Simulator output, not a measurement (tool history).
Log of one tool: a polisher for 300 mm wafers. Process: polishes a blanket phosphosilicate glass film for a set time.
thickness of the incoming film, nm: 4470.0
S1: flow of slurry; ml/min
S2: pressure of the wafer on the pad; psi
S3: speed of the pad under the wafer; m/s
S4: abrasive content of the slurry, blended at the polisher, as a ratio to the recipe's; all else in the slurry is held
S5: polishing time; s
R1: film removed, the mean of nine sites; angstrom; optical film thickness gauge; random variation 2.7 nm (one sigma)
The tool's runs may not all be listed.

{"run": 1, "day": 0.0, "S1": 255, "S2": 3.6, "S3": 0.92, "S4": 1, "S5": 64, "R1": 4959.7}
{"run": 2, "day": 0.288, "S1": 250, "S2": 3.5, "S3": 0.92, "S4": 1, "S5": 64, "R1": 4881.2}
{"run": 3, "day": 0.429, "S1": 250, "S2": 2.8, "S3": 0.92, "S4": 1, "S5": 64, "R1": 3925.5}
{"run": 4, "day": 0.646, "S1": 250, "S2": 3.4, "S3": 0.92, "S4": 1, "S5": 64, "R1": 4698}
{"run": 5, "day": 0.858, "S1": 250, "S2": 3.9, "S3": 0.92, "S4": 1, "S5": 64, "R1": 5366.2}
{"run": 6, "day": 0.971, "S1": 245, "S2": 3.7, "S3": 0.92, "S4": 1, "S5": 64, "R1": 5120.1}

Run 7 comes next. What will it give?
{"run": 7, "day": 1.288, "S1": 235, "S2": 2.9, "S3": 0.92, "S4": 1, "S5": 64, "R1": "?"}

Run 7 gave R1 4039.2 angstrom.
